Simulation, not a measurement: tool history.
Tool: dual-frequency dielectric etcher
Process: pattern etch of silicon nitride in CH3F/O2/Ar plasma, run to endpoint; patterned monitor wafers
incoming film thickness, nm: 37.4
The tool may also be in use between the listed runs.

run	hour	source power (W)	bias power (W)	endpoint time (s)
1	0.0	550	62	50.496
2	6.1	490	62	51.462
3	8.5	440	62	53.210
4	16.5	470	63	51.611
5	17.8	410	63	53.487
6	21.3	440	64	52.465
7	29.3	470	65	51.032

Forecast run 8:
8	32.6	490	66	?

{"run 8": {"endpoint time (s)": 50.612}}

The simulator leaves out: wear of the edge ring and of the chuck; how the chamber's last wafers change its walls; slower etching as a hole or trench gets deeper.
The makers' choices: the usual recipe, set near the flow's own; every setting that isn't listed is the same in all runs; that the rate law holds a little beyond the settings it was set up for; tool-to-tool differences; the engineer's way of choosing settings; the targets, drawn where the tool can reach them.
